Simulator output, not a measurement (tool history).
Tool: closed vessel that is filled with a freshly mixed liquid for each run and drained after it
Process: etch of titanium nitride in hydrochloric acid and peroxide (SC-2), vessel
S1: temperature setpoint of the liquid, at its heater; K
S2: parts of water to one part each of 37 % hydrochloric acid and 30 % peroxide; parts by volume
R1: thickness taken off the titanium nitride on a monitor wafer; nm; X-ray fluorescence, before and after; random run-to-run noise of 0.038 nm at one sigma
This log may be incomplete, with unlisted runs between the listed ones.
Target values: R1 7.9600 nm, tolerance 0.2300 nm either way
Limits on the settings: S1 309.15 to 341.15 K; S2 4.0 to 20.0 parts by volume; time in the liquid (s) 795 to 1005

{"run": 1, "hour": 0.0, "S1": 325.15, "S2": 11.0, "time in the liquid (s)": 1005, "R1": 16.888}
{"run": 2, "hour": 6.5, "S1": 325.15, "S2": 8.0, "time in the liquid (s)": 1005, "R1": 21.861}
{"run": 3, "hour": 7.1, "S1": 322.15, "S2": 8.0, "time in the liquid (s)": 1005, "R1": 18.124}
{"run": 4, "hour": 10.9, "S1": 322.15, "S2": 8.0, "time in the liquid (s)": 1005, "R1": 17.772}
{"run": 5, "hour": 12.0, "S1": 319.65, "S2": 8.0, "time in the liquid (s)": 1005, "R1": 15.196}
{"run": 6, "hour": 20.5, "S1": 317.65, "S2": 8.0, "time in the liquid (s)": 1005, "R1": 13.16}
{"run": 7, "hour": 24.6, "S1": 317.65, "S2": 8.0, "time in the liquid (s)": 1005, "R1": 13.143}
{"run": 8, "hour": 28.4, "S1": 317.65, "S2": 8.0, "time in the liquid (s)": 1005, "R1": 13.237}
{"run": 9, "hour": 34.1, "S1": 316.15, "S2": 8.0, "time in the liquid (s)": 1005, "R1": 11.964}
{"run": 10, "hour": 41.5, "S1": 314.65, "S2": 8.0, "time in the liquid (s)": 1005, "R1": 10.841}
{"run": 11, "hour": 45.6, "S1": 313.65, "S2": 8.0, "time in the liquid (s)": 1005, "R1": 9.9596}
{"run": 12, "hour": 52.7, "S1": 313.15, "S2": 8.0, "time in the liquid (s)": 1005, "R1": 9.7118}
{"run": 13, "hour": 53.6, "S1": 312.65, "S2": 8.0, "time in the liquid (s)": 1005, "R1": 9.2831}
{"run": 14, "hour": 56.1, "S1": 312.15, "S2": 8.0, "time in the liquid (s)": 1005, "R1": 8.9634}
{"hour": 61.8, "done": "new drum of peroxide connected"}
{"run": 15, "hour": 61.8, "S1": 311.65, "S2": 8.0, "time in the liquid (s)": 1005, "R1": 9.0631}
{"run": 16, "hour": 70.7, "S1": 311.15, "S2": 8.0, "time in the liquid (s)": 1005, "R1": 8.7314}

Exactly one of the 5 candidate moves below puts every result within its allowed miss. Which one?
{"run": "A", "hour": 79.6, "S1": 310.15, "S2": 9.0, "time in the liquid (s)": 1005, "R1": "?"}
{"run": "B", "hour": 79.6, "S1": 311.65, "S2": 8.0, "time in the liquid (s)": 835, "R1": "?"}
{"run": "C", "hour": 79.6, "S1": 311.65, "S2": 8.5, "time in the liquid (s)": 1005, "R1": "?"}
{"run": "D", "hour": 79.6, "S1": 312.65, "S2": 7.0, "time in the liquid (s)": 795, "R1": "?"}
{"run": "E", "hour": 79.6, "S1": 315.65, "S2": 12.5, "time in the liquid (s)": 965, "R1": "?"}

move=A R1=7.3816
move=B R1=7.5161
move=C R1=8.6155
move=D R1=8.5401
move=E R1=7.9509
A: takes the biggest miss from the last run beyond its target
B: takes the biggest miss from the last run beyond its target
C: better than the last run, though not everything is in spec
D: better than the last run, though not everything is in spec
E: meets every target
E meets every target.
